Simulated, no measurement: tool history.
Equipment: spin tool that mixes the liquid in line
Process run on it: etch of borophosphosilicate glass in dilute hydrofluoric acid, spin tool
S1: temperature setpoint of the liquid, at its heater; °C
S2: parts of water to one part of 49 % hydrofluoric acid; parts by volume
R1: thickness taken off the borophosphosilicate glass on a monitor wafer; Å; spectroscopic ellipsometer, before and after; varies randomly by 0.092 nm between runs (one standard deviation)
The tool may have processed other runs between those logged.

Run 1, hour 0: S1 23 °C, S2 235 parts by volume, time under the liquid (s) 40. Result: R1 107.21 Å.
Run 2, hour 3.3: S1 23 °C, S2 285 parts by volume, time under the liquid (s) 40. Result: R1 83.387 Å.
Run 3, hour 5.5: S1 20.5 °C, S2 285 parts by volume, time under the liquid (s) 40. Result: R1 77.323 Å.
Run 4, hour 9.5: S1 19 °C, S2 285 parts by volume, time under the liquid (s) 40. Result: R1 72.768 Å.
Run 5, hour 17.2: S1 19 °C, S2 365 parts by volume, time under the liquid (s) 40. Result: R1 52.542 Å.
Run 6, hour 23.9: S1 23 °C, S2 315 parts by volume, time under the liquid (s) 40. Result: R1 74.195 Å.

Run 7 comes next. What will it give?
Run 7, hour 27.2: S1 27 °C, S2 220 parts by volume, time under the liquid (s) 40. Result: R1 ?.

Run 7 gave R1 133.85 Å.
